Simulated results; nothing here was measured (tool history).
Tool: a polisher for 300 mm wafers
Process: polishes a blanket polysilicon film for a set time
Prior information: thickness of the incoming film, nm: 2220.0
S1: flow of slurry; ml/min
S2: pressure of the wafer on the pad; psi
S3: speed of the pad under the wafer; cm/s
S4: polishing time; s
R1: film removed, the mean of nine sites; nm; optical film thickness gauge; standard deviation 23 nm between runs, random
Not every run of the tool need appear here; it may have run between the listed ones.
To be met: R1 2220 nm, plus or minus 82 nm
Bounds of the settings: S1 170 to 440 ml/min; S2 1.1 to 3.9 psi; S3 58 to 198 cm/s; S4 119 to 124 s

| run | hour | S1 | S2 | S3 | S4 | R1 |
|---|---|---|---|---|---|---|
| 1 | 0 | 280 | 2.5 | 128 | 119 | 1343.3 |
| 2 | 3.2 | 280 | 2.5 | 128 | 119 | 1311.2 |
| 3 | 7.6 | 280 | 2.5 | 128 | 119 | 1318.1 |
| 4 | 11.8 | 280 | 2.7 | 128 | 119 | 1431 |
| 5 | 15.5 | 340 | 2.7 | 128 | 119 | 1417.6 |
| 6 | 16.5 | 340 | 2.9 | 128 | 119 | 1486 |
| 7 | 24.3 | 340 | 3.1 | 130 | 119 | 1621.2 |
| 8 | 30.1 | 340 | 3.2 | 132 | 119 | 1676.7 |
| 9 | 31 | 340 | 3.3 | 134 | 119 | 1747.3 |
| 10 | 34.9 | 340 | 3.4 | 136 | 119 | 1836.2 |
| 11 | 43.3 | 340 | 3.5 | 138 | 119 | 1912.7 |

Which of these 5 next moves meets every target?
| A | 51.7 | 310 | 3.4 | 156 | 124 | ? |
| B | 51.7 | 345 | 3.8 | 128 | 124 | ? |
| C | 51.7 | 420 | 3.9 | 144 | 123 | ? |
| D | 51.7 | 355 | 3.9 | 132 | 121 | ? |
| E | 51.7 | 370 | 3.6 | 144 | 124 | ? |

| move | R1 |
|---|---|
| A | 2067.9 |
| B | 1991.5 |
| C | 2215.3 |
| D | 2032.9 |
| E | 2070.7 |
A: better than the last run, though not everything is in spec
B: better than the last run, though not everything is in spec
C: all results in spec
D: better than the last run, though not everything is in spec
E: better than the last run, though not everything is in spec
C is the move that brings every result within its allowed miss.
